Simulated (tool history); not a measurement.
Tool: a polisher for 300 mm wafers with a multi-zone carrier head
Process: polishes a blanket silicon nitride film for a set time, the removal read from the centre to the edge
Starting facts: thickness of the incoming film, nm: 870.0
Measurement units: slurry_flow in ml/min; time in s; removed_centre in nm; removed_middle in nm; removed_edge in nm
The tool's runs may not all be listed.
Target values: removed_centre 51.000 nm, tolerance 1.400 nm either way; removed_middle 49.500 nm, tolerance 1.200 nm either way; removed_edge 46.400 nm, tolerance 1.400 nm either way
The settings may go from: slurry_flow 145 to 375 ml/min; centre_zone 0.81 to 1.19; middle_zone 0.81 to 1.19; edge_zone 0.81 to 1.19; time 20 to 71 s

run  hour  slurry_flow  centre_zone  middle_zone  edge_zone  time  removed_centre  removed_middle  removed_edge
  1   0.0          240         1.00         1.00       1.00    45          53.996          55.447        53.037
  2   2.6          240         1.00         1.04       1.00    45          54.007          57.348        52.234
  3   9.6          240         1.00         1.08       1.00    45          53.843          58.639        53.065
  4  17.4          240         1.00         1.15       1.00    45          53.553          61.942        52.988
  5  21.8          240         0.95         1.15       1.00    45          51.919          61.909        53.049
  6  25.9          240         0.95         1.19       1.00    45          51.345          63.442        52.879
  7  30.9          235         0.96         1.15       0.98    45          52.838          61.263        52.581
  8  36.1          235         0.96         1.15       0.98    45          51.643          60.982        53.159
  9  41.5          240         0.98         1.13       0.97    44          51.468          59.087        51.185
 10  45.2          235         0.99         1.11       0.95    44          52.051          58.461        50.092
 11  50.0          230         0.99         1.08       0.94    44          51.824          57.774        49.784
 12  53.2          225         0.99         1.05       0.93    44          52.388          55.906        49.433

Which single option among these 4 for the next run brings every result within its allowed miss of target? Just one does.
  A  56.4          230         1.01         0.99       1.01    45               ?               ?             ?
  B  56.4          295         1.03         0.97       0.91    40               ?               ?             ?
  C  56.4          235         1.09         1.09       0.88    38               ?               ?             ?
  D  56.4          245         0.97         1.19       0.84    45               ?               ?             ?

move  removed_centre  removed_middle  removed_edge
   A          54.954          54.374        53.021
   B          51.256          48.833        45.751
   C          50.277          49.546        41.996
   D          53.242          63.186        48.812
A: closes in on the targets versus the last run, not all within tolerance yet
B: each result inside its tolerance
C: meets the target for the result that was furthest off, but another lies outside its allowed miss
D: moves away from the targets compared with the last run
B meets every target.

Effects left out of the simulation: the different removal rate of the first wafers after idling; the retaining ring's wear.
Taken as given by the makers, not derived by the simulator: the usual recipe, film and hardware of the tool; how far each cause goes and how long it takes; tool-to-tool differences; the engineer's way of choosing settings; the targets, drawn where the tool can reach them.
